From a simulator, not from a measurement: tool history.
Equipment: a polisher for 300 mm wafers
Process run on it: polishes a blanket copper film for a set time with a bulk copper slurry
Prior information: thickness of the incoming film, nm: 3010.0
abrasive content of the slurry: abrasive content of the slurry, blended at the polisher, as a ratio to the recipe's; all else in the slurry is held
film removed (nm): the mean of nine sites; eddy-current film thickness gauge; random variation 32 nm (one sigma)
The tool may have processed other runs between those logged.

run	hour	flow of slurry (ml/min)	pressure of the wafer on the pad (kPa)	speed of the pad under the wafer (m/s)	abrasive content of the slurry	polishing time (s)	film removed (nm)
1	0.0	200	22.8	1.06	1.00	123	1160.0
2	0.5	200	26.2	1.06	1.00	123	1262.7
3	8.6	200	26.2	0.90	1.00	123	1093.2
4	11.5	200	26.2	0.90	1.00	129	1137.1
5	16.1	200	26.2	1.10	1.00	129	1351.4
# hour 17.5: slurry nozzle cleaned
6	17.5	200	26.2	1.10	1.15	129	1493.4

Run 7, settings as shown, results not yet in. Your forecast:
7	22.5	200	27.6	1.12	1.15	129	?

Logged for run 7: film removed (nm) 1555.9.
